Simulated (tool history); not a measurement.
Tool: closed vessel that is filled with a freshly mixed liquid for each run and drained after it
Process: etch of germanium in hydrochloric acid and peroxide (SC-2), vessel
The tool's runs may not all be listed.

run	hour	temperature setpoint of the liquid (K)	parts of water to one part each of 37 % hydrochloric acid and 30 % peroxide (parts by volume)	time in the liquid (s)	thickness taken off the germanium on a monitor wafer (angstrom)
1	0	331.15	7.5	95	1903.7
2	7	333.15	7.5	95	2032.1
3	10	334.65	7.5	95	2109.3
4	11.7	334.65	7.5	105	2347.6
5	15.5	332.15	7.5	105	2172.3
6	19.6	333.15	7.5	105	2233

What will run 7 give?
7	23.6	334.15	7.5	105	?

thickness taken off the germanium on a monitor wafer (angstrom): 2322.3
